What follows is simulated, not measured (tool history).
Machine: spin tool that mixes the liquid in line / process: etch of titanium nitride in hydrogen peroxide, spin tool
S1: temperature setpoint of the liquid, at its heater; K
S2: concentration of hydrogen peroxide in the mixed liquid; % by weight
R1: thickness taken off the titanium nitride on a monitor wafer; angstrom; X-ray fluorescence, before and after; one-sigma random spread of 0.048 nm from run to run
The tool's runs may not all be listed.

run 1 hour=0.0 | S1=329.15 S2=20.5 time_under_the_liquid_(s)=265 | R1=228.81
run 2 hour=8.9 | S1=329.15 S2=22.5 time_under_the_liquid_(s)=265 | R1=233.84
run 3 hour=11.0 | S1=333.65 S2=22.5 time_under_the_liquid_(s)=265 | R1=319.44
run 4 hour=13.0 | S1=331.65 S2=22.5 time_under_the_liquid_(s)=265 | R1=277.89
run 5 hour=13.7 | S1=329.65 S2=22.5 time_under_the_liquid_(s)=265 | R1=240.73
run 6 hour=15.8 | S1=328.15 S2=22.5 time_under_the_liquid_(s)=265 | R1=217.46

The next listed run, before its measurement:
run 7 hour=18.4 | S1=326.65 S2=22.5 time_under_the_liquid_(s)=265 | R1=?

{"run 7": {"R1": 195.79}}

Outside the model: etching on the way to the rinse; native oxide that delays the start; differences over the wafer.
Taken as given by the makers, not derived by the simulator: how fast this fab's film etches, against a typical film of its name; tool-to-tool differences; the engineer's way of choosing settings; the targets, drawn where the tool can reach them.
